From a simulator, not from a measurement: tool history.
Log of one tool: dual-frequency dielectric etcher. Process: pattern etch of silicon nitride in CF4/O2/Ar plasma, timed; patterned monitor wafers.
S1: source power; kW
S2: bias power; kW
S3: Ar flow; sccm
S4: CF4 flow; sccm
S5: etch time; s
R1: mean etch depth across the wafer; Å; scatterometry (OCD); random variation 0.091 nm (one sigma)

run 1 hour=0 | S1=0.57 S2=0.068 S3=80 S4=83 S5=14.5 | R1=327.14
run 2 hour=5.1 | S1=0.57 S2=0.068 S3=80 S4=83 S5=14.5 | R1=327.21
run 3 hour=13.3 | S1=0.53 S2=0.067 S3=80 S4=83 S5=14.5 | R1=310.38
run 4 hour=14.6 | S1=0.5 S2=0.066 S3=80 S4=83 S5=14.5 | R1=293.85
run 5 hour=23.4 | S1=0.5 S2=0.056 S3=80 S4=83 S5=14.5 | R1=275.77
run 6 hour=24.9 | S1=0.5 S2=0.056 S3=88 S4=83 S5=14.5 | R1=274.03

The next listed run, before its measurement:
run 7 hour=29.6 | S1=0.49 S2=0.056 S3=88 S4=83 S5=14.5 | R1=?

Run 7 gave R1 270.59 Å.
